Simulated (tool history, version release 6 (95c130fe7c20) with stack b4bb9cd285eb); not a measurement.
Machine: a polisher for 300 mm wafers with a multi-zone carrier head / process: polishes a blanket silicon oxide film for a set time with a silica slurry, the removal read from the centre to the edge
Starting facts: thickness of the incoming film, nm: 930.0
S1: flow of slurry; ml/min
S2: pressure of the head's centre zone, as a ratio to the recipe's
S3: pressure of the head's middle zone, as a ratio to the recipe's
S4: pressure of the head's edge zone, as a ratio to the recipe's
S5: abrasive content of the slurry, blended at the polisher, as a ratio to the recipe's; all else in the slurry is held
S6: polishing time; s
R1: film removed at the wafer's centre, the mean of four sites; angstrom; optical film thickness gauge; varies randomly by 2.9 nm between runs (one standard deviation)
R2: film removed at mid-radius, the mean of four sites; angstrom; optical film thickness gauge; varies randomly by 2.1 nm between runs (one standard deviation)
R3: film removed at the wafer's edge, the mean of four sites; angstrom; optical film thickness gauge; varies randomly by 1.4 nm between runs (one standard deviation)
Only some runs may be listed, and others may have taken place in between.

{"run": 1, "hour": 0.0, "S1": 275, "S2": 1, "S3": 1, "S4": 1, "S5": 1, "S6": 57, "R1": 1905.6, "R2": 1917.6, "R3": 1875.8}
{"run": 2, "hour": 5.7, "S1": 240, "S2": 1, "S3": 1, "S4": 1, "S5": 1, "S6": 57, "R1": 1898.3, "R2": 1868.7, "R3": 1827.9}
{"run": 3, "hour": 9.5, "S1": 255, "S2": 1.01, "S3": 1.01, "S4": 1, "S5": 1, "S6": 57, "R1": 1872.7, "R2": 1890.4, "R3": 1833.3}
{"run": 4, "hour": 10.6, "S1": 270, "S2": 1.02, "S3": 1.02, "S4": 1, "S5": 1, "S6": 57, "R1": 1929.5, "R2": 1913.4, "R3": 1869.2}
{"run": 5, "hour": 15.4, "S1": 325, "S2": 1.02, "S3": 1.02, "S4": 1, "S5": 1, "S6": 57, "R1": 1984.6, "R2": 1978.8, "R3": 1871.8}
{"run": 6, "hour": 17.7, "S1": 330, "S2": 1.02, "S3": 1.03, "S4": 1.01, "S5": 1, "S6": 57, "R1": 2050.5, "R2": 1992.5, "R3": 1884.2}
{"run": 7, "hour": 22.3, "S1": 335, "S2": 1.01, "S3": 1.04, "S4": 1.02, "S5": 1, "S6": 57, "R1": 1969, "R2": 1995.9, "R3": 1908.2}
{"run": 8, "hour": 25.0, "S1": 340, "S2": 1.01, "S3": 1.05, "S4": 1.02, "S5": 1, "S6": 57, "R1": 1945.5, "R2": 1989.6, "R3": 1895.7}
{"run": 9, "hour": 32.4, "S1": 345, "S2": 1.01, "S3": 1.06, "S4": 1.02, "S5": 1, "S6": 57, "R1": 1983, "R2": 2023.6, "R3": 1896.2}
{"run": 10, "hour": 37.2, "S1": 350, "S2": 1.01, "S3": 1.07, "S4": 1.02, "S5": 1, "S6": 57, "R1": 1983.8, "R2": 2058.5, "R3": 1922.2}

Forecast run 11:
{"run": 11, "hour": 41.6, "S1": 355, "S2": 1.01, "S3": 1.08, "S4": 1.02, "S5": 1, "S6": 57, "R1": "?", "R2": "?", "R3": "?"}

R1: 1963.3 angstrom
R2: 2097.6 angstrom
R3: 1912.8 angstrom

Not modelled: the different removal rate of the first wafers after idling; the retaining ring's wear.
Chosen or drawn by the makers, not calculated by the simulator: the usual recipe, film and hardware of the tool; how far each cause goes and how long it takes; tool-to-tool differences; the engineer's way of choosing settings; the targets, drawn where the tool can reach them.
